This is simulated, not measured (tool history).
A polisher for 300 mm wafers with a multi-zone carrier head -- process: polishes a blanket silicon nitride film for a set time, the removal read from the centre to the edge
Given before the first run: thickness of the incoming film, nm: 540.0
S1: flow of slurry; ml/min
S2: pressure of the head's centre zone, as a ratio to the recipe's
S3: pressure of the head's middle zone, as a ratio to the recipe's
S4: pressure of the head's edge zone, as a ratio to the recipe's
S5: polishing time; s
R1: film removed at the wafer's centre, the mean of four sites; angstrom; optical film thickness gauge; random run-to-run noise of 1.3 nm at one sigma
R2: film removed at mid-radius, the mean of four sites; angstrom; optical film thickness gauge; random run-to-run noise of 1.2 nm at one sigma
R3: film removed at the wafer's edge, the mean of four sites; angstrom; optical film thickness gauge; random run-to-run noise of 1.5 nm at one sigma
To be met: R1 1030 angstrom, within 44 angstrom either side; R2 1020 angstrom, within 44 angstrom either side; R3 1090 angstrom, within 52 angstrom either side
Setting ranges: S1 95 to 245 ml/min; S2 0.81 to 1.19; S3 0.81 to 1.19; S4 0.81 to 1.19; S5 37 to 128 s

run 1 day=0 | S1=155 S2=1 S3=1 S4=1 S5=82 | R1=1993.1 R2=1996.4 R3=1943.2
run 2 day=0.121 | S1=155 S2=1 S3=1.08 S4=1 S5=82 | R1=1918 R2=2101.6 R3=1915.8
run 3 day=0.321 | S1=150 S2=0.99 S3=1.05 S4=1 S5=74 | R1=1746.4 R2=1827 R3=1741.8
run 4 day=0.454 | S1=145 S2=0.97 S3=1.04 S4=0.99 S5=68 | R1=1541.9 R2=1657.8 R3=1542.6
run 5 day=0.562 | S1=145 S2=0.97 S3=1.04 S4=0.92 S5=68 | R1=1569.2 R2=1649.8 R3=1523.4
run 6 day=0.675 | S1=170 S2=0.97 S3=1.04 S4=0.92 S5=68 | R1=1591.4 R2=1680.4 R3=1564.4
run 7 day=0.867 | S1=170 S2=0.97 S3=1.04 S4=0.92 S5=68 | R1=1601.9 R2=1697.8 R3=1539.6
run 8 day=1.038 | S1=165 S2=0.95 S3=1.01 S4=0.92 S5=64 | R1=1464.2 R2=1557.9 R3=1431.1
run 9 day=1.212 | S1=155 S2=0.94 S3=0.98 S4=0.95 S5=61 | R1=1382.5 R2=1436.8 R3=1427
run 10 day=1.396 | S1=140 S2=0.9 S3=0.88 S4=0.86 S5=38 | R1=791.88 R2=794.63 R3=835.89
run 11 day=1.629 | S1=150 S2=0.91 S3=0.89 S4=0.89 S5=38 | R1=812.98 R2=821.22 R3=834.36
run 12 day=1.788 | S1=140 S2=0.92 S3=0.9 S4=0.92 S5=40 | R1=872.5 R2=871.49 R3=890.48
run 13 day=2.083 | S1=145 S2=0.92 S3=0.9 S4=0.96 S5=41 | R1=882.19 R2=884.6 R3=935.62
-- day=2.271 worn pad replaced by a new one
run 14 day=2.271 | S1=155 S2=0.93 S3=0.9 S4=0.98 S5=41 | R1=999.06 R2=970.67 R3=1047.6

4 next moves are on the table. One of them brings every result within its allowed miss. Which?
run A day=2.458 | S1=230 S2=1.02 S3=0.81 S4=0.98 S5=40 | R1=? R2=? R3=?
run B day=2.458 | S1=95 S2=0.97 S3=0.94 S4=1.03 S5=44 | R1=? R2=? R3=?
run C day=2.458 | S1=125 S2=0.82 S3=0.92 S4=0.91 S5=45 | R1=? R2=? R3=?
run D day=2.458 | S1=150 S2=0.84 S3=0.97 S4=0.98 S5=43 | R1=? R2=? R3=?

move=A R1=1113 R2=907.37 R3=1061.9
move=B R1=1030 R2=1012.1 R3=1104.8
move=C R1=926.88 R2=1055.6 R3=1093.2
move=D R1=931.96 R2=1078.9 R3=1098.9
A: lands further from the targets than the last run did
B: all results in spec
C: meets the target for the result that was furthest off, but another lies outside its allowed miss
D: the result that was furthest off in the last run now lies on the other side of its target
Move B is the one to make.

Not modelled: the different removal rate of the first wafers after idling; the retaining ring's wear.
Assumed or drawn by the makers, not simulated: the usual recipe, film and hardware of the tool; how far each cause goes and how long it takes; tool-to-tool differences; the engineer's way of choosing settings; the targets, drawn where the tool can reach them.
